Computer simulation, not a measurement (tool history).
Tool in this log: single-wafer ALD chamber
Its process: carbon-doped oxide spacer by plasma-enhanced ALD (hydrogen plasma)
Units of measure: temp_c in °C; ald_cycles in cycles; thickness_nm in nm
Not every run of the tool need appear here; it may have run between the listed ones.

run  hour  temp_c  ald_cycles  thickness_nm
  1     0     385         677        34.165
  2     8     385         657        33.127
  3  15.7     385         714        36.032
  4    20     385         688        34.732
  5  22.6     385         653        33.161
  6  29.2     377         653        33.124
  7  32.7     377         636        32.011

Run 8 has not been measured yet. What should we expect?
     36.2  -- thermocouple changed; heater temperature recalibrated
  8  36.2     377         554             ?

thickness_nm: 28.083 nm

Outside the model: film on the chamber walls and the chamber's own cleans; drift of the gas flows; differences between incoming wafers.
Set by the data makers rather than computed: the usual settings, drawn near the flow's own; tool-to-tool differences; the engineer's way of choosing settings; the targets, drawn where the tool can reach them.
